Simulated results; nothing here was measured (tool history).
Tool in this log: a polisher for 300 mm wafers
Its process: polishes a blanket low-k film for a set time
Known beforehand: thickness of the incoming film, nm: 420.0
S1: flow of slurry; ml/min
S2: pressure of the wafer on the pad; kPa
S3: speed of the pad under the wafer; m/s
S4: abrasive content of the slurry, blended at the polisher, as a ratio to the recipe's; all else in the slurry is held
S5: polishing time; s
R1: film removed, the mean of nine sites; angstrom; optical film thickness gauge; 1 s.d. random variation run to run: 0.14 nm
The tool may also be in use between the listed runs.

run,hour,S1,S2,S3,S4,S5,R1
1,0.0,200,15.2,0.96,1.0,50,225.54
2,3.8,200,13.8,0.90,1.0,50,200.15
3,6.6,200,13.1,0.84,1.0,50,182.97
4,14.3,200,12.4,0.80,1.0,50,167.40
5,17.8,200,12.4,0.80,0.9,50,155.54
# hour 23.3: head pressure recalibrated
6,23.3,200,11.7,0.78,0.9,50,139.60

Run 7 is up next; what results do you expect?
7,26.0,200,11.0,0.78,0.9,50,?

{"run 7": {"R1": 131.21}}
